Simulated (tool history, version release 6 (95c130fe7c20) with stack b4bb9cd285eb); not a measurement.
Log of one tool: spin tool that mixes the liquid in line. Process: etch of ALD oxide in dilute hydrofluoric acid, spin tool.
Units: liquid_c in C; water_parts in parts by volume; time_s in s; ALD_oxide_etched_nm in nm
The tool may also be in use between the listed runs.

{"run": 1, "day": 0.0, "liquid_c": 22, "water_parts": 120, "time_s": 55, "ALD_oxide_etched_nm": 9.1306}
{"run": 2, "day": 0.229, "liquid_c": 22, "water_parts": 95, "time_s": 55, "ALD_oxide_etched_nm": 12.045}
{"run": 3, "day": 0.392, "liquid_c": 22, "water_parts": 95, "time_s": 60, "ALD_oxide_etched_nm": 13.049}
{"run": 4, "day": 0.417, "liquid_c": 20.5, "water_parts": 95, "time_s": 60, "ALD_oxide_etched_nm": 12.078}
{"run": 5, "day": 0.65, "liquid_c": 20.5, "water_parts": 130, "time_s": 60, "ALD_oxide_etched_nm": 8.6288}
{"run": 6, "day": 0.867, "liquid_c": 20.5, "water_parts": 95, "time_s": 60, "ALD_oxide_etched_nm": 12.218}
{"run": 7, "day": 1.225, "liquid_c": 21.5, "water_parts": 90, "time_s": 60, "ALD_oxide_etched_nm": 13.437}
{"run": 8, "day": 1.325, "liquid_c": 25.5, "water_parts": 40, "time_s": 60, "ALD_oxide_etched_nm": 37.757}
{"run": 9, "day": 1.362, "liquid_c": 25, "water_parts": 40, "time_s": 60, "ALD_oxide_etched_nm": 37.477}

The next listed run, before its measurement:
{"run": 10, "day": 1.412, "liquid_c": 24.5, "water_parts": 40, "time_s": 60, "ALD_oxide_etched_nm": "?"}

Run 10 gave ALD_oxide_etched_nm 37.071 nm.
